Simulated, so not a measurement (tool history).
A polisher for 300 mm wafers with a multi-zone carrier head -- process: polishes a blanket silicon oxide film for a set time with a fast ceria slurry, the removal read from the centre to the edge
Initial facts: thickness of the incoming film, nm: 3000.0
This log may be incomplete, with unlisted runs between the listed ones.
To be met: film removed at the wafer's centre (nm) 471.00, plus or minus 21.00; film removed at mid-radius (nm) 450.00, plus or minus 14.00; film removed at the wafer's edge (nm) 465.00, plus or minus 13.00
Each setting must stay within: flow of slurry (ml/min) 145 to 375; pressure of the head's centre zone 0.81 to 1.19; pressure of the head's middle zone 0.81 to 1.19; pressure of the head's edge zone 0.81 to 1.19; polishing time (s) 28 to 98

run,hour,flow of slurry (ml/min),pressure of the head's centre zone,pressure of the head's middle zone,pressure of the head's edge zone,polishing time (s),film removed at the wafer's centre (nm),film removed at mid-radius (nm),film removed at the wafer's edge (nm)
1,0.0,240,1.00,1.00,1.00,63,567.44,564.45,561.39
2,4.7,240,1.00,1.00,1.00,73,660.91,645.52,656.20
3,11.4,235,0.99,0.97,0.97,69,635.72,607.42,602.51
4,13.0,235,0.99,0.90,0.97,69,626.27,565.91,609.88
5,18.4,230,0.97,0.89,0.95,66,573.44,545.53,584.97
6,22.1,225,0.97,0.88,0.93,63,555.17,509.58,549.83
7,25.6,225,0.97,0.88,0.93,63,560.74,511.30,549.34
8,29.8,220,0.96,0.88,0.91,61,515.19,503.80,525.64
9,34.8,215,0.96,0.87,0.89,60,519.40,481.33,510.69

Which of these 4 next moves meets every target?
A,39.8,205,0.89,0.93,0.95,54,?,?,?
B,39.8,205,0.92,0.83,0.94,58,?,?,?
C,39.8,145,1.00,0.94,0.89,58,?,?,?
D,39.8,205,0.99,0.85,0.95,54,?,?,?

move,film removed at the wafer's centre (nm),film removed at mid-radius (nm),film removed at the wafer's edge (nm)
A,429.99,445.09,464.08
B,477.27,444.05,496.88
C,480.67,449.09,462.06
D,478.50,419.59,464.48
A: corrects the largest miss of the last run, while another result sits out of spec
B: nearer the targets than the last run, but a result is still out of spec
C: hits every target within its allowed miss
D: corrects the largest miss of the last run, while another result sits out of spec
C is the move that brings every result within its allowed miss.
